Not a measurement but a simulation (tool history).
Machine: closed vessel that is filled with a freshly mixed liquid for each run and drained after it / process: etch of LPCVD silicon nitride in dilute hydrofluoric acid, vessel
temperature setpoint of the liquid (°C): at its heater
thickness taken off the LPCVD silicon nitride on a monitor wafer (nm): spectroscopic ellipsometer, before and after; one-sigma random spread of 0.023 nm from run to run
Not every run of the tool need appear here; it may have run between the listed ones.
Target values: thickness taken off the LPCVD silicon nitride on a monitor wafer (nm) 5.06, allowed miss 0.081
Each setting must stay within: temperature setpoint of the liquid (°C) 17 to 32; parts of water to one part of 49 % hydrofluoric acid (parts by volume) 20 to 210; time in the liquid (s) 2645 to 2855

| run | hour | temperature setpoint of the liquid (°C) | parts of water to one part of 49 % hydrofluoric acid (parts by volume) | time in the liquid (s) | thickness taken off the LPCVD silicon nitride on a monitor wafer (nm) |
|---|---|---|---|---|---|
| 1 | 0 | 24 | 115 | 2645 | 10.726 |
| 2 | 9.6 | 24 | 115 | 2855 | 11.581 |
| 3 | 13.6 | 22.5 | 125 | 2855 | 9.7506 |
| 4 | 22.5 | 22.5 | 125 | 2645 | 9.0206 |
| 5 | 27.4 | 25 | 125 | 2645 | 10.612 |
| 6 | 36 | 28.5 | 125 | 2645 | 13.257 |
| 7 | 43.9 | 26.5 | 130 | 2645 | 11.224 |
| 8 | 52.6 | 24.5 | 135 | 2645 | 9.4936 |
| 9 | 58.2 | 23 | 140 | 2645 | 8.2934 |
| 10 | 60.1 | 22 | 145 | 2645 | 7.5673 |
| 11 | 69.3 | 21 | 145 | 2645 | 7.0139 |
| 12 | 73.4 | 20 | 145 | 2645 | 6.5837 |
| 13 | 81.4 | 19.5 | 145 | 2645 | 6.3334 |
| 14 | 85.3 | 19 | 145 | 2645 | 6.1308 |
| 15 | 87.7 | 18.5 | 145 | 2645 | 5.9491 |

Exactly one of the 4 candidate moves below puts every result within its allowed miss. Which one?
| A | 90.1 | 19.5 | 185 | 2750 | ? |
| B | 90.1 | 17.5 | 165 | 2740 | ? |
| C | 90.1 | 20 | 185 | 2685 | ? |
| D | 90.1 | 17.5 | 165 | 2810 | ? |

| move | thickness taken off the LPCVD silicon nitride on a monitor wafer (nm) |
|---|---|
| A | 5.2245 |
| B | 5.0841 |
| C | 5.2724 |
| D | 5.214 |
A: moves toward the targets from the last run without getting all of them in spec
B: all results land within tolerance of their targets
C: moves toward the targets from the last run without getting all of them in spec
D: moves toward the targets from the last run without getting all of them in spec
Correct choice: B, which meets every target

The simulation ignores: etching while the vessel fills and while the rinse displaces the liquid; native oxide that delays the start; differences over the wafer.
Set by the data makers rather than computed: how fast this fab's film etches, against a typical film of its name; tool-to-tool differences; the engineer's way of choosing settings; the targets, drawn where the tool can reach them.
